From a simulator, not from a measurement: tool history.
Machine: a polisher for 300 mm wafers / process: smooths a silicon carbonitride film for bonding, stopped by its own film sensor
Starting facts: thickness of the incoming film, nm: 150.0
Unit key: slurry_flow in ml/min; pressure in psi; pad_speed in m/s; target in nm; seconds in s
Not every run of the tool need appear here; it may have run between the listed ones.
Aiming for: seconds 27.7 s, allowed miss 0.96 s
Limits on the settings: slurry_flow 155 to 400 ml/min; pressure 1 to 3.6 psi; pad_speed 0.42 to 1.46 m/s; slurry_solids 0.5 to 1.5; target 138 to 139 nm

run  hour  slurry_flow  pressure  pad_speed  slurry_solids  target  seconds
  1     0          255       2.3       0.94              1     138   53.702
  2   1.8          255       2.3       0.76              1     138   63.187
  3   7.4          255       2.7       0.86              1     138   48.008
  4  10.4          255         3        0.9              1     138   41.804
  5  13.8          255       3.2       0.96              1     138    38.42
  6    15          230       3.2       0.96              1     138   38.182
  7  16.9          235       3.3       1.02              1     138   34.556
  8  22.1          235       3.4       1.06              1     138   33.109
  9    24          235       3.5        1.1              1     138   31.462
 10  31.4          235       3.5       1.14              1     138   30.465
 11  36.8          235       3.5       1.16              1     138   30.431
 12  43.5          235       3.5       1.18              1     138   29.754
 13  46.5          235       3.5        1.2              1     138   29.829
 14  53.4          235       3.5       1.22              1     138   28.737

Next run, 5 choices. One meets every target within its allowed miss, the rest don't. Which?
  A  60.3          260       3.4       1.04           1.45     138        ?
  B  60.3          215       3.3       1.22           0.95     138        ?
  C  60.3          320       3.2       1.14           1.05     138        ?
  D  60.3          245       3.4       1.16              1     138        ?
  E  60.3          260       3.4        1.1           1.05     138        ?

move  seconds
   A   27.907
   B   32.024
   C   31.423
   D   30.874
   E   31.117
A: every result lands within tolerance
B: moves away from the targets compared with the last run
C: moves away from the targets compared with the last run
D: moves away from the targets compared with the last run
E: moves away from the targets compared with the last run
Move A is the one to make.
